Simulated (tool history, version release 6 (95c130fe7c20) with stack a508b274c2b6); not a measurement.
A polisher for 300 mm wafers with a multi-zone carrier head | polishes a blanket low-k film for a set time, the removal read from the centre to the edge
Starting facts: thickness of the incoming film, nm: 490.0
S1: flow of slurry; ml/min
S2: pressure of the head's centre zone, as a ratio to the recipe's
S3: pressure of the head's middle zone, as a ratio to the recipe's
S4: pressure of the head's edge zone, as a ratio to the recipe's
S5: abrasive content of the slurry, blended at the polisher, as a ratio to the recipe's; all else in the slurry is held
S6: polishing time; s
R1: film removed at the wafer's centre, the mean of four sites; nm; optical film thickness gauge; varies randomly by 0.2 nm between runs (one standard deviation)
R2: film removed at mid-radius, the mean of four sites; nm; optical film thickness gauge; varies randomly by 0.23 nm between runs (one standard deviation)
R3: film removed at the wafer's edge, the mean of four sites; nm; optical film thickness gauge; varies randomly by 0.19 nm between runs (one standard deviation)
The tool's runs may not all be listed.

{"run": 1, "hour": 0.0, "S1": 235, "S2": 1.0, "S3": 1.0, "S4": 1.0, "S5": 1.0, "S6": 57, "R1": 16.224, "R2": 16.112, "R3": 16.777}
{"run": 2, "hour": 3.7, "S1": 240, "S2": 1.01, "S3": 1.0, "S4": 1.05, "S5": 1.1, "S6": 57, "R1": 17.142, "R2": 16.753, "R3": 17.683}
{"run": 3, "hour": 4.3, "S1": 295, "S2": 1.01, "S3": 1.0, "S4": 1.05, "S5": 1.1, "S6": 57, "R1": 17.853, "R2": 17.003, "R3": 17.983}
{"run": 4, "hour": 11.0, "S1": 295, "S2": 1.01, "S3": 1.0, "S4": 1.13, "S5": 1.1, "S6": 57, "R1": 17.439, "R2": 17.336, "R3": 18.698}
{"run": 5, "hour": 15.0, "S1": 295, "S2": 1.01, "S3": 1.0, "S4": 1.18, "S5": 1.1, "S6": 57, "R1": 17.708, "R2": 17.105, "R3": 19.176}
{"run": 6, "hour": 19.8, "S1": 295, "S2": 0.96, "S3": 1.0, "S4": 1.18, "S5": 1.1, "S6": 57, "R1": 16.645, "R2": 17.32, "R3": 19.489}
{"run": 7, "hour": 20.6, "S1": 300, "S2": 0.98, "S3": 0.99, "S4": 1.18, "S5": 1.15, "S6": 57, "R1": 17.386, "R2": 17.449, "R3": 19.576}
{"hour": 21.5, "done": "slurry nozzle cleaned"}
{"run": 8, "hour": 21.5, "S1": 300, "S2": 0.99, "S3": 0.98, "S4": 1.18, "S5": 1.2, "S6": 57, "R1": 18.261, "R2": 18.178, "R3": 20.151}

Predict the results of run 9:
{"run": 9, "hour": 27.4, "S1": 300, "S2": 0.99, "S3": 0.96, "S4": 1.18, "S5": 1.2, "S6": 57, "R1": "?", "R2": "?", "R3": "?"}

R1: 18.212 nm
R2: 17.765 nm
R3: 20.208 nm
